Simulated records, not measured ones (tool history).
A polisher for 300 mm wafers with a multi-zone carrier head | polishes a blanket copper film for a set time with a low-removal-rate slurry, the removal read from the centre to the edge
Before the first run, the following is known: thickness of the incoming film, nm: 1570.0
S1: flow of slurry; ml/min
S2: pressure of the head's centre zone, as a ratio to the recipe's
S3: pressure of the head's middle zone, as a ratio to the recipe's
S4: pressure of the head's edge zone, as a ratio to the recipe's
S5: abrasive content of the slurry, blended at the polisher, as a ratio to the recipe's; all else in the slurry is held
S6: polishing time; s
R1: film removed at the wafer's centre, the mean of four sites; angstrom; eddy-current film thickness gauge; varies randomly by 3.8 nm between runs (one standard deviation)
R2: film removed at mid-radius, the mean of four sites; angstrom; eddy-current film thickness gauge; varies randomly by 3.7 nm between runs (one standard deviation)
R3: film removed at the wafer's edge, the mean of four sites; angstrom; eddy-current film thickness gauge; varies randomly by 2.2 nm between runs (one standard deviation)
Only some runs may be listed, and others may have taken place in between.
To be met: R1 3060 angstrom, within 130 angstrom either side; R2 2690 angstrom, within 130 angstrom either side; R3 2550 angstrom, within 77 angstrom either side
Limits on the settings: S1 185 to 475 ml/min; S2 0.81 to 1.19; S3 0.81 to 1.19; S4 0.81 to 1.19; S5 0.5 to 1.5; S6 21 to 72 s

run	hour	S1	S2	S3	S4	S5	S6	R1	R2	R3
1	0	305	1	1	1	1	46	1756.8	1747.9	1815.6
2	5.9	305	0.95	1	1	1	46	1722	1710.3	1770.5
3	13.5	305	0.95	1	1	1	36	1318.1	1344.6	1406.6
4	16.1	315	1	1	0.97	1.1	40	1572.1	1533.1	1608.7
5	23.8	315	0.93	1	0.97	1.1	40	1491.1	1509.6	1602.2
6	29.9	360	0.93	1	0.97	1.1	40	1474.3	1535.3	1571.5
7	34.9	365	0.98	1.01	0.94	1.15	44	1725.9	1747.5	1739.3
8	37.9	365	1.02	1.01	0.92	1.2	47	1966.3	1869.7	1830.6
9	41.5	385	1.12	1.11	1.02	1.45	59	2852	2661.9	2519.4
# hour 46.4: worn pad replaced by a new one
10	46.4	385	1.13	1.11	1.02	1.45	59	3196	3015	2905.9
11	50.5	390	1.12	1.09	0.98	1.45	59	3173.2	2863.2	2808.6
12	54.6	390	1.13	1.09	0.98	1.35	59	3234.8	2895.1	2788.7
13	62.1	385	1.13	1.09	0.97	1.35	58	3195.4	2915.3	2709.2

5 next moves are on the table. One of them brings every result within its allowed miss. Which?
A	69.6	410	1.14	1.05	0.89	1.5	55	?	?	?
B	69.6	440	1.19	0.97	0.98	1.3	54	?	?	?
C	69.6	410	1.12	1.03	0.98	1.05	60	?	?	?
D	69.6	310	1.11	1.15	0.9	1.3	53	?	?	?
E	69.6	370	1.12	1.04	1	1.45	53	?	?	?

move	R1	R2	R3
A	3032.6	2730.8	2556.1
B	3027.9	2450.7	2556.7
C	3010.7	2717.9	2703
D	2694.7	2687.5	2357
E	2826.3	2572.9	2567.9
A: hits every target within its allowed miss
B: corrects the largest miss of the last run, while another result sits out of spec
C: just as far off the targets as the last run
D: takes the biggest miss from the last run beyond its target
E: corrects the largest miss of the last run, while another result sits out of spec
Answer: A
